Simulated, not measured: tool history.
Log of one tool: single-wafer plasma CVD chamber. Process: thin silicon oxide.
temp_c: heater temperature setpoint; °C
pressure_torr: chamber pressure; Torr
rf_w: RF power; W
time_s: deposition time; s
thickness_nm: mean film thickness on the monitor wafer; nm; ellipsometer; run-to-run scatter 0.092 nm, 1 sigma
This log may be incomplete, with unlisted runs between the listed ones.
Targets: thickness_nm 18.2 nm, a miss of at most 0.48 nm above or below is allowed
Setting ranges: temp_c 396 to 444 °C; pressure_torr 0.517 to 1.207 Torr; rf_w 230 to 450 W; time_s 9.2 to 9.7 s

Run 1, hour 0: temp_c 420 °C, pressure_torr 0.862 Torr, rf_w 340 W, time_s 9.7 s. Result: thickness_nm 20.801 nm.
Run 2, hour 3: temp_c 420 °C, pressure_torr 0.84 Torr, rf_w 340 W, time_s 9.7 s. Result: thickness_nm 20.165 nm.
Run 3, hour 5.9: temp_c 420 °C, pressure_torr 0.893 Torr, rf_w 340 W, time_s 9.7 s. Result: thickness_nm 21.623 nm.
Run 4, hour 14.2: temp_c 420 °C, pressure_torr 0.893 Torr, rf_w 340 W, time_s 9.7 s. Result: thickness_nm 21.592 nm.
Run 5, hour 19.7: temp_c 420 °C, pressure_torr 0.868 Torr, rf_w 340 W, time_s 9.7 s. Result: thickness_nm 21.068 nm.
Run 6, hour 27.7: temp_c 420 °C, pressure_torr 0.846 Torr, rf_w 340 W, time_s 9.7 s. Result: thickness_nm 20.428 nm.
Run 7, hour 36.5: temp_c 420 °C, pressure_torr 0.829 Torr, rf_w 340 W, time_s 9.7 s. Result: thickness_nm 20.105 nm.
Run 8, hour 38.6: temp_c 420 °C, pressure_torr 0.719 Torr, rf_w 335 W, time_s 9.7 s. Result: thickness_nm 17.02 nm.
Run 9, hour 42.1: temp_c 420 °C, pressure_torr 0.727 Torr, rf_w 335 W, time_s 9.7 s. Result: thickness_nm 17.123 nm.
Run 10, hour 48.2: temp_c 420 °C, pressure_torr 0.735 Torr, rf_w 335 W, time_s 9.7 s. Result: thickness_nm 17.402 nm.
Run 11, hour 53: temp_c 420 °C, pressure_torr 0.741 Torr, rf_w 335 W, time_s 9.7 s. Result: thickness_nm 17.632 nm.

Exercise: of the 5 proposed moves below, exactly one satisfies all targets within the stated allowed misses. Which move is it?
Run A, hour 57.8: temp_c 418 °C, pressure_torr 0.782 Torr, rf_w 355 W, time_s 9.6 s. Result: thickness_nm ?.
Run B, hour 57.8: temp_c 420 °C, pressure_torr 0.782 Torr, rf_w 270 W, time_s 9.4 s. Result: thickness_nm ?.
Run C, hour 57.8: temp_c 420 °C, pressure_torr 0.707 Torr, rf_w 345 W, time_s 9.7 s. Result: thickness_nm ?.
Run D, hour 57.8: temp_c 428 °C, pressure_torr 0.761 Torr, rf_w 345 W, time_s 9.2 s. Result: thickness_nm ?.
Run E, hour 57.8: temp_c 423 °C, pressure_torr 0.749 Torr, rf_w 350 W, time_s 9.7 s. Result: thickness_nm ?.

move  thickness_nm
   A        19.028
   B        16.841
   C        16.857
   D        17.407
   E        18.146
A: pushes the last run's worst result past its target
B: the biggest miss grows against the last run
C: the biggest miss grows against the last run
D: the biggest miss grows against the last run
E: each result inside its tolerance
E is the move that brings every result within its allowed miss.
